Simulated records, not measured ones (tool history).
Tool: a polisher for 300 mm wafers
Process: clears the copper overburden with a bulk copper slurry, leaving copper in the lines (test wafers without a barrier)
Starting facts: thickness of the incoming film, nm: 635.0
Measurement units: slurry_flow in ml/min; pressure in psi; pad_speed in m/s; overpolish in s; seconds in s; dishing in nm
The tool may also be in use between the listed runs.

run 1 day=0 | slurry_flow=225 pressure=1.8 pad_speed=0.86 slurry_solids=1 overpolish=20 | seconds=129.69 dishing=65.078
run 2 day=0.067 | slurry_flow=225 pressure=1.8 pad_speed=0.86 slurry_solids=1.1 overpolish=20 | seconds=126.91 dishing=65.154
run 3 day=0.104 | slurry_flow=225 pressure=1.8 pad_speed=0.86 slurry_solids=1.1 overpolish=12 | seconds=127.95 dishing=43.454
run 4 day=0.425 | slurry_flow=200 pressure=1.8 pad_speed=0.86 slurry_solids=1.1 overpolish=12 | seconds=129.29 dishing=43.605
run 5 day=0.717 | slurry_flow=200 pressure=2.1 pad_speed=0.86 slurry_solids=1.1 overpolish=12 | seconds=111.49 dishing=49.016
run 6 day=0.792 | slurry_flow=200 pressure=2.4 pad_speed=0.86 slurry_solids=1.1 overpolish=12 | seconds=97.485 dishing=56.55
run 7 day=1.046 | slurry_flow=190 pressure=2.3 pad_speed=0.84 slurry_solids=1.05 overpolish=14 | seconds=106.14 dishing=60.123
run 8 day=1.129 | slurry_flow=185 pressure=2.2 pad_speed=0.82 slurry_solids=1 overpolish=15 | seconds=111.34 dishing=60.764

Run 9 comes next. What will it give?
run 9 day=1.342 | slurry_flow=185 pressure=2.1 pad_speed=0.8 slurry_solids=0.95 overpolish=16 | seconds=? dishing=?

{"run 9": {"seconds": 121.83, "dishing": 58.88}}
